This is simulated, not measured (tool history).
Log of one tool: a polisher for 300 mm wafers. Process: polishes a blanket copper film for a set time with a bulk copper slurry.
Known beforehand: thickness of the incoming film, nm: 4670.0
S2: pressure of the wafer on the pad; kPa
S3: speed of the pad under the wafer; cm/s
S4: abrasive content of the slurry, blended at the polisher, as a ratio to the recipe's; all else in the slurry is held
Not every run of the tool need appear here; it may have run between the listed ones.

Run 1, hour 0: flow of slurry (ml/min) 155, S2 20 kPa, S3 140 cm/s, S4 1, polishing time (s) 89. Result: film removed (Å) 9173.5.
Run 2, hour 2.9: flow of slurry (ml/min) 150, S2 19.3 kPa, S3 140 cm/s, S4 1, polishing time (s) 89. Result: film removed (Å) 8977.7.
Run 3, hour 11.8: flow of slurry (ml/min) 150, S2 19.3 kPa, S3 140 cm/s, S4 1.15, polishing time (s) 89. Result: film removed (Å) 9001.5.
Run 4, hour 20: flow of slurry (ml/min) 145, S2 18.6 kPa, S3 140 cm/s, S4 1.15, polishing time (s) 89. Result: film removed (Å) 8722.6.
At hour 24.4: head pressure recalibrated.
Run 5, hour 24.4: flow of slurry (ml/min) 145, S2 17.9 kPa, S3 140 cm/s, S4 1.15, polishing time (s) 89. Result: film removed (Å) 8892.6.
Run 6, hour 29.7: flow of slurry (ml/min) 145, S2 16.5 kPa, S3 140 cm/s, S4 1.15, polishing time (s) 89. Result: film removed (Å) 8318.4.
Run 7, hour 35: flow of slurry (ml/min) 145, S2 15.9 kPa, S3 140 cm/s, S4 1.15, polishing time (s) 89. Result: film removed (Å) 7988.4.

Run 8 comes next. What will it give?
Run 8, hour 37.5: flow of slurry (ml/min) 145, S2 15.2 kPa, S3 140 cm/s, S4 1.15, polishing time (s) 89. Result: film removed (Å) ?.

{"run 8": {"film removed (Å)": 7616.2}}
